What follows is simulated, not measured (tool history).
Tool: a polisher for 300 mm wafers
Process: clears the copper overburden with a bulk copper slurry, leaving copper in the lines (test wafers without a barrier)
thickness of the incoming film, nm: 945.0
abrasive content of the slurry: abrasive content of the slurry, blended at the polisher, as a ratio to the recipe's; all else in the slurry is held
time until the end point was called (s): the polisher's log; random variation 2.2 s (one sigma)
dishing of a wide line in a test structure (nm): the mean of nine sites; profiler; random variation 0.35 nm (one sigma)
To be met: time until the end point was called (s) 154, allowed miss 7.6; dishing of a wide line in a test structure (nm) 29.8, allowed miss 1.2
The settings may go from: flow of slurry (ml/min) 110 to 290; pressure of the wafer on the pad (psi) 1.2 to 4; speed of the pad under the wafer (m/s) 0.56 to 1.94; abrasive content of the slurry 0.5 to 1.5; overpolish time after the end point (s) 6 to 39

run,hour,flow of slurry (ml/min),pressure of the wafer on the pad (psi),speed of the pad under the wafer (m/s),abrasive content of the slurry,overpolish time after the end point (s),time until the end point was called (s),dishing of a wide line in a test structure (nm)
1,0,185,2.6,1.24,1,20,98.547,29.87
2,8.3,185,2.6,1.24,1.1,20,98.054,30.344
3,14.7,185,2.6,1.24,1.1,16,100.16,29.339
4,17.3,215,2.6,1.24,1.1,16,97.413,29.789
5,23.5,240,2.6,1.24,1.1,16,93.06,29.504
6,32.3,225,2.3,1.22,1.1,19,107.53,30.274
7,35,220,2.1,1.2,1.1,18,117.36,28.487
8,36.5,220,1.9,1.16,1.1,23,134.12,29.448
9,41.9,220,1.8,1.16,1.1,24,139.46,28.966
10,45,220,1.8,1.14,1.1,26,145.1,28.637

Which of these 4 next moves meets every target?
A,48.1,200,2.6,0.62,1.25,39,?,?
B,48.1,200,2.6,0.8,1.15,37,?,?
C,48.1,230,2.5,0.68,1.1,35,?,?
D,48.1,150,2.7,0.78,0.9,34,?,?

move,time until the end point was called (s),dishing of a wide line in a test structure (nm)
A,168.72,29.972
B,138.38,30.027
C,163.62,29.86
D,149.72,30.02
A: takes the result that was furthest off past its target
B: further off than the last run
C: takes the result that was furthest off past its target
D: meets every target
Answer: D
